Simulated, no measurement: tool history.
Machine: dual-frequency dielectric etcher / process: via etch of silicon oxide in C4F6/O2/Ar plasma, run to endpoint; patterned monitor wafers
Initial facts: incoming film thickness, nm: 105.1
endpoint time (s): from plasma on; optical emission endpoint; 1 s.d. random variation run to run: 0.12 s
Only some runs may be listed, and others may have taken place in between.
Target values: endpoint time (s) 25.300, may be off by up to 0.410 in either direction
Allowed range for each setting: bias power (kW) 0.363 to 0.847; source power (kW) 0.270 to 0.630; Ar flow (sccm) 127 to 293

Run 1, day 0.000: bias power (kW) 0.605, source power (kW) 0.450, Ar flow (sccm) 210. Result: endpoint time (s) 21.176.
Run 2, day 0.333: bias power (kW) 0.560, source power (kW) 0.440, Ar flow (sccm) 211. Result: endpoint time (s) 22.125.
Run 3, day 0.408: bias power (kW) 0.560, source power (kW) 0.440, Ar flow (sccm) 179. Result: endpoint time (s) 21.721.
Run 4, day 0.700: bias power (kW) 0.523, source power (kW) 0.430, Ar flow (sccm) 180. Result: endpoint time (s) 22.274.
Run 5, day 0.817: bias power (kW) 0.452, source power (kW) 0.430, Ar flow (sccm) 180. Result: endpoint time (s) 23.277.
Run 6, day 1.192: bias power (kW) 0.541, source power (kW) 0.430, Ar flow (sccm) 180. Result: endpoint time (s) 22.322.
Run 7, day 1.475: bias power (kW) 0.509, source power (kW) 0.420, Ar flow (sccm) 180. Result: endpoint time (s) 22.944.
Run 8, day 1.683: bias power (kW) 0.483, source power (kW) 0.420, Ar flow (sccm) 180. Result: endpoint time (s) 23.136.
Run 9, day 1.758: bias power (kW) 0.461, source power (kW) 0.410, Ar flow (sccm) 181. Result: endpoint time (s) 23.697.
Run 10, day 2.062: bias power (kW) 0.443, source power (kW) 0.410, Ar flow (sccm) 181. Result: endpoint time (s) 24.051.
Run 11, day 2.129: bias power (kW) 0.428, source power (kW) 0.410, Ar flow (sccm) 181. Result: endpoint time (s) 24.497.
Run 12, day 2.404: bias power (kW) 0.420, source power (kW) 0.410, Ar flow (sccm) 181. Result: endpoint time (s) 24.080.
Run 13, day 2.500: bias power (kW) 0.420, source power (kW) 0.410, Ar flow (sccm) 181. Result: endpoint time (s) 24.351.
At day 2.567: wet clean of the chamber.
Run 14, day 2.567: bias power (kW) 0.410, source power (kW) 0.410, Ar flow (sccm) 181. Result: endpoint time (s) 23.693.
Run 15, day 2.846: bias power (kW) 0.363, source power (kW) 0.340, Ar flow (sccm) 189. Result: endpoint time (s) 27.268.
Run 16, day 2.983: bias power (kW) 0.388, source power (kW) 0.340, Ar flow (sccm) 189. Result: endpoint time (s) 26.917.
Run 17, day 3.075: bias power (kW) 0.409, source power (kW) 0.340, Ar flow (sccm) 189. Result: endpoint time (s) 26.599.
Run 18, day 3.375: bias power (kW) 0.426, source power (kW) 0.340, Ar flow (sccm) 189. Result: endpoint time (s) 26.520.
Run 19, day 3.625: bias power (kW) 0.442, source power (kW) 0.340, Ar flow (sccm) 189. Result: endpoint time (s) 26.011.
Run 20, day 3.712: bias power (kW) 0.451, source power (kW) 0.340, Ar flow (sccm) 189. Result: endpoint time (s) 25.934.

Consider the 4 candidate settings below. Which is the only one whose results all fall within their allowed miss of target?
Run A, day 3.800: bias power (kW) 0.386, source power (kW) 0.360, Ar flow (sccm) 201. Result: endpoint time (s) ?.
Run B, day 3.800: bias power (kW) 0.441, source power (kW) 0.330, Ar flow (sccm) 186. Result: endpoint time (s) ?.
Run C, day 3.800: bias power (kW) 0.499, source power (kW) 0.340, Ar flow (sccm) 196. Result: endpoint time (s) ?.
Run D, day 3.800: bias power (kW) 0.453, source power (kW) 0.320, Ar flow (sccm) 192. Result: endpoint time (s) ?.

move  endpoint time (s)
   A             26.401
   B             26.518
   C             25.315
   D             26.895
A: the biggest miss grows against the last run
B: the biggest miss grows against the last run
C: in spec on every target
D: the biggest miss grows against the last run
C meets every target.

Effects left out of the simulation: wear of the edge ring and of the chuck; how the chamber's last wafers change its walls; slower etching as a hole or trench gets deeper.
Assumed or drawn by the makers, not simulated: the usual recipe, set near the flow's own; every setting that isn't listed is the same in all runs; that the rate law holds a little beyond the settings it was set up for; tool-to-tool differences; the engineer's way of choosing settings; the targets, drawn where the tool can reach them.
